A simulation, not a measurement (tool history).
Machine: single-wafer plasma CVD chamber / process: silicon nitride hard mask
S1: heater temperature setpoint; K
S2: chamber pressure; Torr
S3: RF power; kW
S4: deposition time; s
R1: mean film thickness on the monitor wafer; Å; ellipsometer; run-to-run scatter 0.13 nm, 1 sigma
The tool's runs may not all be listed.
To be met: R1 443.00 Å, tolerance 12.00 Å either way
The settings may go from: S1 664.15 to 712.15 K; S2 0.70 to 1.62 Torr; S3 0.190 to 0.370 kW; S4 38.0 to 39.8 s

run  hour      S1    S2     S3    S4      R1
  1   0.0  688.15  1.16  0.280  39.8  365.98
  2   1.3  688.15  1.02  0.280  39.8  351.38
  3   5.6  692.15  1.02  0.280  39.8  351.83
  4  14.1  692.15  1.10  0.290  39.8  366.71
  5  19.8  692.15  1.17  0.300  39.8  379.67
  6  26.8  692.15  1.17  0.300  38.0  362.21
  7  34.7  692.15  1.22  0.310  38.2  376.56
  8  36.3  692.15  1.27  0.320  38.4  389.65
  9  40.4  692.15  1.31  0.325  38.5  397.75
 10  42.7  692.15  1.34  0.330  38.6  404.24
     48.9  -- capacitance manometer re-zeroed and calibrated
 11  48.9  692.15  1.37  0.335  38.7  418.42
 12  49.5  692.15  1.40  0.335  38.7  421.43
 13  52.0  692.15  1.42  0.335  38.7  422.59
 14  60.3  692.15  1.44  0.335  38.7  425.53
 15  67.6  692.15  1.46  0.335  38.7  423.91
 16  73.9  692.15  1.48  0.335  38.7  429.17
 17  76.6  692.15  1.49  0.335  38.7  430.90

Next run, 5 choices. One meets every target within its allowed miss, the rest don't. Which?
  A  79.3  704.15  1.54  0.315  39.3   ?
  B  79.3  684.15  1.41  0.335  38.0   ?
  C  79.3  689.15  1.60  0.355  38.0   ?
  D  79.3  693.15  1.48  0.330  38.0   ?
  E  79.3  699.15  1.39  0.335  38.5   ?

move      R1
   A  423.30
   B  415.57
   C  443.46
   D  416.64
   E  416.82
A: the biggest miss grows against the last run
B: the biggest miss grows against the last run
C: all results in spec
D: the biggest miss grows against the last run
E: the biggest miss grows against the last run
So the answer is move C, the one that meets all the targets.
